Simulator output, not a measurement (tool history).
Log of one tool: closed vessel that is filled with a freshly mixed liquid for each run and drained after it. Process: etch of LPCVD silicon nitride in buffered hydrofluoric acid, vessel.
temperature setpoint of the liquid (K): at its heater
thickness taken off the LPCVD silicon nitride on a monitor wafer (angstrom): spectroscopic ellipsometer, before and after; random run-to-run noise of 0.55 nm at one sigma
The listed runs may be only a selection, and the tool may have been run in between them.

run	hour	temperature setpoint of the liquid (K)	parts of 40 % ammonium fluoride to one part of 49 % hydrofluoric acid (parts by volume)	time in the liquid (s)	thickness taken off the LPCVD silicon nitride on a monitor wafer (angstrom)
1	0	295.15	13	3200	323.12
2	9.2	295.15	13	3200	330.3
3	14.7	297.65	12	3205	401.82
4	19.2	295.15	12	3205	353.3
5	23.2	297.65	11.5	3205	422.46
6	26.2	299.65	11	3205	492.35

Run 7 comes next. What will it give?
7	34.4	300.65	11	3205	?

thickness taken off the LPCVD silicon nitride on a monitor wafer (angstrom): 514.69

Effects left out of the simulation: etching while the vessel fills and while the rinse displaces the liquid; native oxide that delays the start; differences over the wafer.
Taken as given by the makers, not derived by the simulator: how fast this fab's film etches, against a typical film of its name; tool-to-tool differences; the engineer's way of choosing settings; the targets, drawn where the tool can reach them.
